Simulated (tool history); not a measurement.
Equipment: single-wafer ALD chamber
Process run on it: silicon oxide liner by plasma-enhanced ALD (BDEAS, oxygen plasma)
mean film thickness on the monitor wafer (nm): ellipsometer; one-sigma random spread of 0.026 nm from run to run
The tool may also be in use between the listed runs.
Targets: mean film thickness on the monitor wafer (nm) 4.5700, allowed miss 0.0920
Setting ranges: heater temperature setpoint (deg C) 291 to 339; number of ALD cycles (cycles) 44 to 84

run,hour,heater temperature setpoint (deg C),number of ALD cycles (cycles),mean film thickness on the monitor wafer (nm)
1,0.0,315,64,5.9709
2,3.7,325,64,5.8318
3,12.0,332,64,5.8961
4,19.5,322,64,5.8768
# hour 27.7: thermocouple changed; heater temperature recalibrated
5,27.7,326,64,5.8910
6,30.7,326,62,5.7260
7,34.6,326,60,5.5417
8,43.2,326,58,5.3602
9,46.3,328,48,4.4068

Consider the 4 candidate settings below. Which is the only one whose results all fall within their allowed miss of target?
A,49.4,311,47,?
B,49.4,325,46,?
C,49.4,331,48,?
D,49.4,331,50,?

move,mean film thickness on the monitor wafer (nm)
A,4.4287
B,4.2586
C,4.4098
D,4.5936
A: closer than the last run, but not yet in spec
B: the biggest miss grows against the last run
C: about as far from the targets as the last run
D: hits every target within its allowed miss
Correct choice: D, which meets every target

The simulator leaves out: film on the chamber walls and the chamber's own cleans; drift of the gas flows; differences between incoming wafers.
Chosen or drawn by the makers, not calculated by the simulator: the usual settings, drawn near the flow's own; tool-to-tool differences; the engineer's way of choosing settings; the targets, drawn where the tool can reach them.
